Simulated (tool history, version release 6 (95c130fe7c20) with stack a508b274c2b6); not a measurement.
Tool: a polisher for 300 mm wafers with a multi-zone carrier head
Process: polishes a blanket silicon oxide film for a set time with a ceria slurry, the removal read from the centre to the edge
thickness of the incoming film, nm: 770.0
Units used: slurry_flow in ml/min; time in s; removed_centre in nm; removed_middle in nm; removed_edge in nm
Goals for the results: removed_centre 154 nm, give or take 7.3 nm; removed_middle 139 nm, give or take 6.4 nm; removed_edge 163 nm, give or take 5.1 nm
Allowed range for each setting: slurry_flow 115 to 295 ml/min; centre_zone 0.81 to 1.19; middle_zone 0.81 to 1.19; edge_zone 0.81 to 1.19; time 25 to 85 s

{"run": 1, "hour": 0.0, "slurry_flow": 190, "centre_zone": 1, "middle_zone": 1, "edge_zone": 1, "time": 55, "removed_centre": 254.98, "removed_middle": 262.44, "removed_edge": 263.48}
{"run": 2, "hour": 3.9, "slurry_flow": 185, "centre_zone": 1, "middle_zone": 0.98, "edge_zone": 1, "time": 52, "removed_centre": 236.71, "removed_middle": 241.34, "removed_edge": 252.16}
{"run": 3, "hour": 7.2, "slurry_flow": 185, "centre_zone": 1, "middle_zone": 0.93, "edge_zone": 1, "time": 52, "removed_centre": 241.68, "removed_middle": 229.89, "removed_edge": 248.46}
{"run": 4, "hour": 11.2, "slurry_flow": 185, "centre_zone": 1, "middle_zone": 0.93, "edge_zone": 1.08, "time": 52, "removed_centre": 241.85, "removed_middle": 234.56, "removed_edge": 262.62}
{"hour": 17.1, "done": "centre zone pressure recalibrated"}
{"run": 5, "hour": 17.1, "slurry_flow": 185, "centre_zone": 1, "middle_zone": 0.9, "edge_zone": 1.08, "time": 52, "removed_centre": 253.94, "removed_middle": 227.71, "removed_edge": 257.33}
{"run": 6, "hour": 22.5, "slurry_flow": 180, "centre_zone": 0.99, "middle_zone": 0.89, "edge_zone": 1.06, "time": 50, "removed_centre": 234.62, "removed_middle": 214.88, "removed_edge": 246.42}
{"run": 7, "hour": 25.1, "slurry_flow": 180, "centre_zone": 0.98, "middle_zone": 0.88, "edge_zone": 1.04, "time": 48, "removed_centre": 226.92, "removed_middle": 203.81, "removed_edge": 235.76}
{"run": 8, "hour": 33.3, "slurry_flow": 180, "centre_zone": 0.97, "middle_zone": 0.88, "edge_zone": 1.02, "time": 46, "removed_centre": 218.97, "removed_middle": 195.81, "removed_edge": 223.17}
{"run": 9, "hour": 37.6, "slurry_flow": 175, "centre_zone": 0.96, "middle_zone": 0.88, "edge_zone": 1.01, "time": 44, "removed_centre": 202.63, "removed_middle": 187.31, "removed_edge": 208.27}
{"run": 10, "hour": 46.6, "slurry_flow": 170, "centre_zone": 0.95, "middle_zone": 0.87, "edge_zone": 1.01, "time": 43, "removed_centre": 195.06, "removed_middle": 183.1, "removed_edge": 206.18}
{"run": 11, "hour": 47.9, "slurry_flow": 170, "centre_zone": 0.95, "middle_zone": 0.86, "edge_zone": 1.01, "time": 42, "removed_centre": 189.55, "removed_middle": 175.45, "removed_edge": 200.99}
{"run": 12, "hour": 52.8, "slurry_flow": 165, "centre_zone": 0.95, "middle_zone": 0.85, "edge_zone": 1, "time": 41, "removed_centre": 187.8, "removed_middle": 168.64, "removed_edge": 196.05}
{"run": 13, "hour": 58.6, "slurry_flow": 160, "centre_zone": 0.94, "middle_zone": 0.85, "edge_zone": 0.99, "time": 40, "removed_centre": 176.99, "removed_middle": 161.94, "removed_edge": 189.96}
{"run": 14, "hour": 67.2, "slurry_flow": 135, "centre_zone": 0.93, "middle_zone": 0.81, "edge_zone": 0.89, "time": 35, "removed_centre": 148.66, "removed_middle": 135.59, "removed_edge": 151.32}
{"run": 15, "hour": 69.4, "slurry_flow": 140, "centre_zone": 0.93, "middle_zone": 0.81, "edge_zone": 0.9, "time": 35, "removed_centre": 148.06, "removed_middle": 132.82, "removed_edge": 152.52}
{"run": 16, "hour": 73.3, "slurry_flow": 145, "centre_zone": 0.93, "middle_zone": 0.81, "edge_zone": 0.91, "time": 35, "removed_centre": 151.93, "removed_middle": 136.75, "removed_edge": 154.17}
{"run": 17, "hour": 75.1, "slurry_flow": 145, "centre_zone": 0.93, "middle_zone": 0.81, "edge_zone": 0.92, "time": 35, "removed_centre": 150.66, "removed_middle": 132.62, "removed_edge": 157.4}

Next run, 5 choices. One meets every target within its allowed miss, the rest don't. Which?
{"run": "A", "hour": 76.9, "slurry_flow": 125, "centre_zone": 0.97, "middle_zone": 0.97, "edge_zone": 0.84, "time": 34, "removed_centre": "?", "removed_middle": "?", "removed_edge": "?"}
{"run": "B", "hour": 76.9, "slurry_flow": 160, "centre_zone": 0.95, "middle_zone": 0.89, "edge_zone": 0.9, "time": 34, "removed_centre": "?", "removed_middle": "?", "removed_edge": "?"}
{"run": "C", "hour": 76.9, "slurry_flow": 140, "centre_zone": 0.99, "middle_zone": 0.84, "edge_zone": 0.81, "time": 35, "removed_centre": "?", "removed_middle": "?", "removed_edge": "?"}
{"run": "D", "hour": 76.9, "slurry_flow": 140, "centre_zone": 0.99, "middle_zone": 0.85, "edge_zone": 0.9, "time": 34, "removed_centre": "?", "removed_middle": "?", "removed_edge": "?"}
{"run": "E", "hour": 76.9, "slurry_flow": 180, "centre_zone": 0.98, "middle_zone": 0.89, "edge_zone": 1.11, "time": 32, "removed_centre": "?", "removed_middle": "?", "removed_edge": "?"}

move=A removed_centre=147.08 removed_middle=147.06 removed_edge=142.99
move=B removed_centre=152.8 removed_middle=145.05 removed_edge=153.29
move=C removed_centre=159.03 removed_middle=139.14 removed_edge=147.76
move=D removed_centre=154.5 removed_middle=136.36 removed_edge=150.45
move=E removed_centre=151.89 removed_middle=139.3 removed_edge=162.07
A: lands further from the targets than the last run did
B: lands further from the targets than the last run did
C: lands further from the targets than the last run did
D: lands further from the targets than the last run did
E: in spec on every target
Answer: E
